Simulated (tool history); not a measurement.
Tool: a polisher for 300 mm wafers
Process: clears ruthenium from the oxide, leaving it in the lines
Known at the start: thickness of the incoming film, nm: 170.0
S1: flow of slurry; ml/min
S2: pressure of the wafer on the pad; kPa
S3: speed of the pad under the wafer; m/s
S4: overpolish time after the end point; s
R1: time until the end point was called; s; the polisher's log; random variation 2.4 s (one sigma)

run	hour	S1	S2	S3	S4	R1
1	0	180	13.8	1.12	15	109.54
2	0.8	180	13.1	1.12	15	114.81
3	5.8	180	13.1	1.28	15	104.71
4	8.8	145	13.1	1.28	15	111.68
5	12.9	190	13.1	1.28	15	103.39
6	19.7	190	13.1	1.28	15	101.92
7	27.6	185	12.4	1.26	15	112.62

Forecast run 8:
8	35	180	11.7	1.26	15	?

{"run 8": {"R1": 122.31}}
